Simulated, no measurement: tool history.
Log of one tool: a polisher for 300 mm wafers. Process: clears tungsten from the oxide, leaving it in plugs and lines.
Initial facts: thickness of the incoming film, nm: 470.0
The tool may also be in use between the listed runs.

| run | hour | flow of slurry (ml/min) | pressure of the wafer on the pad (psi) | speed of the pad under the wafer (m/s) | abrasive content of the slurry | overpolish time after the end point (s) | time until the end point was called (s) |
|---|---|---|---|---|---|---|---|
| 1 | 0 | 295 | 3.6 | 1.32 | 1 | 26 | 79.958 |
| 2 | 2.9 | 295 | 3.3 | 1.28 | 1 | 26 | 90.201 |
| 3 | 4.1 | 295 | 3 | 1.26 | 1 | 26 | 101.5 |
| 4 | 10 | 295 | 3 | 1.56 | 1 | 26 | 87.927 |
| 5 | 17.9 | 295 | 3.6 | 1.56 | 1 | 26 | 74.268 |
| 6 | 25.3 | 295 | 3.3 | 1.48 | 1 | 26 | 82.967 |
| 7 | 33 | 295 | 3 | 1.44 | 1 | 26 | 91.81 |
| 8 | 36.2 | 295 | 2.8 | 1.38 | 1 | 26 | 100.66 |
| 9 | 41.6 | 295 | 2.6 | 1.34 | 1 | 26 | 110.22 |
| 10 | 47.8 | 295 | 2.4 | 1.32 | 1 | 26 | 123.49 |
| 11 | 54.1 | 295 | 2.3 | 1.32 | 1 | 26 | 125.82 |
| 12 | 58.9 | 295 | 2.2 | 1.32 | 1 | 26 | 130.27 |
| 13 | 62.1 | 295 | 2.1 | 1.32 | 1 | 26 | 139.9 |
| 14 | 63.4 | 295 | 2 | 1.32 | 1 | 26 | 141.34 |
| 15 | 64.6 | 295 | 1.6 | 1.28 | 1 | 26 | 177.86 |

Run 16, settings as shown, results not yet in. Your forecast:
| 16 | 67.8 | 295 | 1.7 | 1.28 | 1 | 26 | ? |

time until the end point was called (s): 171.5

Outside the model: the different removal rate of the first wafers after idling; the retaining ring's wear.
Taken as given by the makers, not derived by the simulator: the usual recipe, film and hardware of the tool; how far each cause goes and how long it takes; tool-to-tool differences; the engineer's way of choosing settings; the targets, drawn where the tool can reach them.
